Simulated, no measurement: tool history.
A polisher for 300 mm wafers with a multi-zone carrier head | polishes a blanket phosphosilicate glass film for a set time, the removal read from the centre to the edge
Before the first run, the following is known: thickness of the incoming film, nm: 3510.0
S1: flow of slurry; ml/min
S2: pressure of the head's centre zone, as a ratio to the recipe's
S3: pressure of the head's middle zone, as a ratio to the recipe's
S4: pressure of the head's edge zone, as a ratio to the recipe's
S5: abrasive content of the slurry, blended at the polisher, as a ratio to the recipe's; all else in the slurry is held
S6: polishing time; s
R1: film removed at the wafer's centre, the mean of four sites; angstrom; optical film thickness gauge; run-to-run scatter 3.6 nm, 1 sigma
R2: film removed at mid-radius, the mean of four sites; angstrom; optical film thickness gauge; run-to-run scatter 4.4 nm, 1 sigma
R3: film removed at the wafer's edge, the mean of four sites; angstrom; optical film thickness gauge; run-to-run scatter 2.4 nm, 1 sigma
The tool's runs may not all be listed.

run,day,S1,S2,S3,S4,S5,S6,R1,R2,R3
1,0.000,315,1.00,1.00,1.00,1.00,63,6448.1,6420.2,6442.7
2,0.188,315,1.00,1.00,1.00,1.00,52,5301.6,5251.2,5374.6
3,0.467,315,1.00,1.00,1.08,1.00,52,5292.8,5109.0,5518.7
4,0.762,315,1.00,1.00,1.16,1.00,52,5215.6,5261.1,5702.1
5,0.946,315,1.04,1.00,1.16,1.00,52,5442.2,5239.5,5806.8
6,1.125,310,0.98,0.99,1.13,0.85,49,4402.2,4505.0,4891.1
7,1.212,305,0.94,0.97,1.08,0.75,48,3789.2,3978.9,4256.4
8,1.362,295,0.91,0.95,1.04,0.70,48,3483.3,3693.1,3982.1
9,1.733,290,0.89,0.94,1.00,0.70,48,3421.7,3710.4,3934.2
10,1.779,285,0.87,0.92,0.97,0.70,48,3281.2,3698.1,3871.5
11,2.058,280,0.87,0.90,0.95,0.65,48,3144.5,3403.4,3628.9
12,2.175,270,0.86,0.90,0.94,0.65,48,3047.4,3493.1,3582.6

For run 13, what comes out?
13,2.275,265,0.86,0.89,0.94,0.65,48,?,?,?

For run 13 the tool returned R1 3075.5 angstrom, R2 3500.1 angstrom, R3 3577.8 angstrom.
